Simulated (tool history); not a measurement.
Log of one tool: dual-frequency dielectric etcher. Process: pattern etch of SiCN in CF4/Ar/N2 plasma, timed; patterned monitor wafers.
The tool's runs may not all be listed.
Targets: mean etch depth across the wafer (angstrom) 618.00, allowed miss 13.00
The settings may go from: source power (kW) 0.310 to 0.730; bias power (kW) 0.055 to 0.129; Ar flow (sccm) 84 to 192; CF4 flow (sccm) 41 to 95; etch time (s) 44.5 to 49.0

run	hour	source power (kW)	bias power (kW)	Ar flow (sccm)	CF4 flow (sccm)	etch time (s)	mean etch depth across the wafer (angstrom)
1	0.0	0.520	0.092	138	68	49.0	503.79
2	1.2	0.540	0.092	138	68	49.0	525.85
3	3.2	0.550	0.092	138	68	49.0	526.18
4	9.9	0.550	0.092	138	68	44.5	482.49
5	15.8	0.550	0.077	138	68	44.5	435.20
6	19.2	0.570	0.079	138	68	44.5	457.89
7	20.4	0.590	0.080	138	68	44.5	471.24
8	22.5	0.610	0.082	138	68	44.5	490.67
9	28.0	0.630	0.084	138	68	44.5	502.86
10	29.6	0.640	0.086	137	68	44.5	520.95
11	34.0	0.650	0.087	137	68	44.5	529.43

Which of these 4 next moves meets every target?
A	38.4	0.610	0.090	118	66	47.5	?
B	38.4	0.610	0.086	151	61	46.0	?
C	38.4	0.550	0.109	99	85	48.5	?
D	38.4	0.730	0.101	129	54	49.0	?

move	mean etch depth across the wafer (angstrom)
A	555.75
B	495.62
C	617.82
D	651.68
A: nearer than the last run, and not there yet
B: further off than the last run
C: meets every target
D: takes the result that was furthest off past its target
Move C is the one to make.
